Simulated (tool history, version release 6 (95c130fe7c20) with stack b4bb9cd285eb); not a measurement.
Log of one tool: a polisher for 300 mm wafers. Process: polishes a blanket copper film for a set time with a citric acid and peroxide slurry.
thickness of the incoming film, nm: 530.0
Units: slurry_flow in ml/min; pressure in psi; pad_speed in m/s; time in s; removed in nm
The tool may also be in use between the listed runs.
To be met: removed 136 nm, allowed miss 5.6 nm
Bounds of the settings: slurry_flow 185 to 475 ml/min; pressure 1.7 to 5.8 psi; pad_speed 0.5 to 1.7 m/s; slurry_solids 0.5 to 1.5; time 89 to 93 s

run	hour	slurry_flow	pressure	pad_speed	slurry_solids	time	removed
1	0	305	3.7	1.1	1	89	262.63
2	3.5	305	3.7	1.1	1	89	258.88
3	10.8	305	3.7	1.3	1	89	304.76
4	12.8	305	3.2	1.22	1	89	249.28
5	15.1	305	3.2	1.22	0.85	89	240.84
6	19.4	305	3.2	1.44	0.85	89	275.7
7	26	305	2.8	1.34	0.85	89	231.3
8	32.1	305	2.5	1.26	0.85	89	195.24
9	39.1	305	2.3	1.22	0.85	89	177.76
10	46.9	305	2.1	1.2	0.85	89	158.69
11	47.7	305	2	1.2	0.85	89	152.43
12	54.1	305	1.9	1.2	0.85	89	144.55
13	56.5	305	1.9	1.2	0.85	89	145.13

4 next moves are on the table. One of them brings every result within its allowed miss. Which?
A	58.9	265	1.7	1.24	0.85	91	?
B	58.9	215	2	0.96	1.05	90	?
C	58.9	320	2.1	0.9	0.75	89	?
D	58.9	245	1.8	1.1	0.95	89	?

move	removed
A	137.54
B	128.07
C	124.04
D	128.88
A: meets every target
B: takes the result that was furthest off past its target
C: takes the result that was furthest off past its target
D: takes the result that was furthest off past its target
The right move is A.

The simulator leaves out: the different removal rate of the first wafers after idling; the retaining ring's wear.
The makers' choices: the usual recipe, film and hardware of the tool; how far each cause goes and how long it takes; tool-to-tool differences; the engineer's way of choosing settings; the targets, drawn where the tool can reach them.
